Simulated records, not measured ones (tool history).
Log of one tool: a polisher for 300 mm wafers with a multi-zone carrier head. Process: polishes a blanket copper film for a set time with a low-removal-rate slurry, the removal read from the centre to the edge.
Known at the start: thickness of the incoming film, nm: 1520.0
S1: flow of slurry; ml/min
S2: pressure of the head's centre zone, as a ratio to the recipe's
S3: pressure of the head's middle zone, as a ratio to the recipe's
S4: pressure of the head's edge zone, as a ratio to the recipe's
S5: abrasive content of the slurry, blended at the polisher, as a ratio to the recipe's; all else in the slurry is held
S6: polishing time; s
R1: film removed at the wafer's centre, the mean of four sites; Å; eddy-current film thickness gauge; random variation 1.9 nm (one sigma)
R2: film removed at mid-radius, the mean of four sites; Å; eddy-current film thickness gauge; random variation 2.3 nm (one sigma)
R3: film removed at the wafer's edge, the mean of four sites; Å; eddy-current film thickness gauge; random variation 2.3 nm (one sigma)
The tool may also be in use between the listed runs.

run    day   S1    S2    S3    S4    S5   S6      R1      R2      R3
  1  0.000  190  1.00  1.00  1.00  1.00   79  1504.3  1515.9  1499.3
  2  0.117  190  1.00  1.00  1.00  1.00   98  1909.4  1872.7  1844.1
  3  0.271  205  0.98  1.05  1.05  1.05   98  1945.3  1974.0  1920.8
  4  0.321  215  0.94  1.09  1.08  1.15   99  1924.4  2120.1  2003.9
  5  0.550  225  0.93  1.11  1.10  1.20   99  1964.2  2259.8  2053.6
  6  0.825  225  0.93  1.11  1.10  1.20  110  2161.7  2484.9  2294.5

The next listed run, before its measurement:
  7  1.146  210  0.92  1.11  1.08  1.20  110   ?   ?   ?

Run 7 gave R1 2090.3 Å, R2 2482.3 Å, R3 2239.7 Å.
